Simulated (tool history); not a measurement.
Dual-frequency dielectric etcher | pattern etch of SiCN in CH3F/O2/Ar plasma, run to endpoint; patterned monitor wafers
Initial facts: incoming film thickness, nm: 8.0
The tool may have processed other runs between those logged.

| run | day | source power (W) | bias power (W) | endpoint time (s) |
|---|---|---|---|---|
| 1 | 0 | 300 | 76 | 25.173 |
| 2 | 0.133 | 300 | 89 | 23.693 |
| 3 | 0.446 | 310 | 90 | 23.151 |
| 4 | 0.692 | 320 | 91 | 23 |
| 5 | 1.038 | 330 | 92 | 22.473 |
| 6 | 1.362 | 340 | 93 | 22.135 |
| 7 | 1.617 | 350 | 94 | 21.497 |
| 8 | 1.654 | 370 | 95 | 21.188 |

Predict the results of run 9:
| 9 | 1.762 | 410 | 100 | ? |

endpoint time (s): 19.625
